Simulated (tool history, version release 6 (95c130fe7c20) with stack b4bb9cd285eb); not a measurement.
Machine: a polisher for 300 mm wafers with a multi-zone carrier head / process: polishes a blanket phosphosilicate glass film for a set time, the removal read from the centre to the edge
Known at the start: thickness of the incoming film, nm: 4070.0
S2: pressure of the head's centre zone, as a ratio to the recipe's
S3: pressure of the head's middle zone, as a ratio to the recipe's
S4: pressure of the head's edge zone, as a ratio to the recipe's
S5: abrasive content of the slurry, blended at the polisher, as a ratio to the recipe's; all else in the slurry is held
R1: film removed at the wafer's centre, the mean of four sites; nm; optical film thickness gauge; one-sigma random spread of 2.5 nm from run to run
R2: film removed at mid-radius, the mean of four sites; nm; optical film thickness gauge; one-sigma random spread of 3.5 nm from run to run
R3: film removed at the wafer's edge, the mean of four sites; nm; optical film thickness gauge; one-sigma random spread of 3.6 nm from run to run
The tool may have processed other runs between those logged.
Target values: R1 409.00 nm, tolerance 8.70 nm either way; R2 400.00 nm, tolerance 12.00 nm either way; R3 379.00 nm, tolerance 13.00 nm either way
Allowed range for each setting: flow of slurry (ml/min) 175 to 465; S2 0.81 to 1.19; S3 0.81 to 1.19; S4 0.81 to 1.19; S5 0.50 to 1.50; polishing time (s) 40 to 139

Run 1, hour 0.0: flow of slurry (ml/min) 295, S2 1.00, S3 1.00, S4 1.00, S5 1.00, polishing time (s) 89. Result: R1 655.02 nm, R2 656.93 nm, R3 662.04 nm.
Run 2, hour 2.7: flow of slurry (ml/min) 295, S2 0.94, S3 1.00, S4 1.00, S5 1.00, polishing time (s) 89. Result: R1 624.31 nm, R2 667.62 nm, R3 668.22 nm.
Run 3, hour 8.8: flow of slurry (ml/min) 295, S2 0.95, S3 1.00, S4 0.98, S5 0.95, polishing time (s) 86. Result: R1 595.43 nm, R2 618.78 nm, R3 631.95 nm.
Run 4, hour 13.5: flow of slurry (ml/min) 295, S2 0.96, S3 1.02, S4 0.96, S5 0.90, polishing time (s) 83. Result: R1 558.76 nm, R2 584.58 nm, R3 570.64 nm.
Run 5, hour 22.0: flow of slurry (ml/min) 295, S2 0.96, S3 1.02, S4 0.94, S5 0.85, polishing time (s) 82. Result: R1 529.81 nm, R2 563.53 nm, R3 538.85 nm.
Run 6, hour 27.3: flow of slurry (ml/min) 295, S2 0.96, S3 1.02, S4 0.94, S5 0.70, polishing time (s) 82. Result: R1 463.33 nm, R2 485.29 nm, R3 473.15 nm.
Run 7, hour 30.3: flow of slurry (ml/min) 300, S2 1.00, S3 1.00, S4 0.84, S5 0.50, polishing time (s) 81. Result: R1 339.21 nm, R2 340.07 nm, R3 319.16 nm.
Run 8, hour 32.5: flow of slurry (ml/min) 300, S2 1.01, S3 1.01, S4 0.85, S5 0.50, polishing time (s) 81. Result: R1 347.37 nm, R2 343.97 nm, R3 315.98 nm.
Run 9, hour 36.1: flow of slurry (ml/min) 305, S2 1.01, S3 1.01, S4 0.87, S5 0.50, polishing time (s) 81. Result: R1 339.33 nm, R2 341.52 nm, R3 324.62 nm.

Which one of the following 4 next-run settings gets every result inside its allowed miss? There is exactly one.
Run A, hour 39.7: flow of slurry (ml/min) 190, S2 1.04, S3 0.99, S4 0.83, S5 0.70, polishing time (s) 73. Result: R1 ?, R2 ?, R3 ?.
Run B, hour 39.7: flow of slurry (ml/min) 325, S2 1.01, S3 1.01, S4 0.85, S5 0.85, polishing time (s) 64. Result: R1 ?, R2 ?, R3 ?.
Run C, hour 39.7: flow of slurry (ml/min) 365, S2 1.02, S3 0.85, S4 0.91, S5 0.55, polishing time (s) 88. Result: R1 ?, R2 ?, R3 ?.
Run D, hour 39.7: flow of slurry (ml/min) 280, S2 0.99, S3 1.08, S4 0.89, S5 0.50, polishing time (s) 95. Result: R1 ?, R2 ?, R3 ?.

move      R1      R2      R3
   A  410.43  399.14  369.22
   B  436.01  437.32  395.56
   C  424.81  366.44  394.75
   D  394.45  425.23  371.88
A: every result lands within tolerance
B: carries the result that was furthest off beyond its target, to the other side
C: carries the result that was furthest off beyond its target, to the other side
D: nearer the targets than the last run, but a result is still out of spec
Correct choice: A, which meets every target
